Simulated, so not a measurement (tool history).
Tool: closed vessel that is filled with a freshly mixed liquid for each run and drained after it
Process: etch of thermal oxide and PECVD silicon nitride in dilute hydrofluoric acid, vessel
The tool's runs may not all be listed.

| run | day | temperature setpoint of the liquid (°C) | parts of water to one part of 49 % hydrofluoric acid (parts by volume) | time in the liquid (s) | thickness taken off the thermal oxide on a monitor wafer (angstrom) | thickness taken off the PECVD silicon nitride on a monitor wafer (angstrom) |
|---|---|---|---|---|---|---|
| 1 | 0 | 25 | 120 | 510 | 193.82 | 223.51 |
| 2 | 0.188 | 27.5 | 125 | 515 | 205.41 | 257.57 |
| 3 | 0.512 | 29 | 130 | 520 | 209.07 | 272.47 |
| 4 | 0.625 | 29 | 130 | 395 | 159.86 | 207.17 |
| 5 | 0.796 | 29 | 95 | 395 | 227.2 | 285.59 |
| 6 | 1.125 | 30 | 100 | 400 | 226.17 | 287.26 |
| 7 | 1.479 | 31 | 105 | 410 | 227.48 | 302.66 |

Run 8 comes next. What will it give?
| 8 | 1.596 | 31.5 | 110 | 415 | ? | ? |

{"run 8": {"thickness taken off the thermal oxide on a monitor wafer (angstrom)": 221.68, "thickness taken off the PECVD silicon nitride on a monitor wafer (angstrom)": 302.36}}

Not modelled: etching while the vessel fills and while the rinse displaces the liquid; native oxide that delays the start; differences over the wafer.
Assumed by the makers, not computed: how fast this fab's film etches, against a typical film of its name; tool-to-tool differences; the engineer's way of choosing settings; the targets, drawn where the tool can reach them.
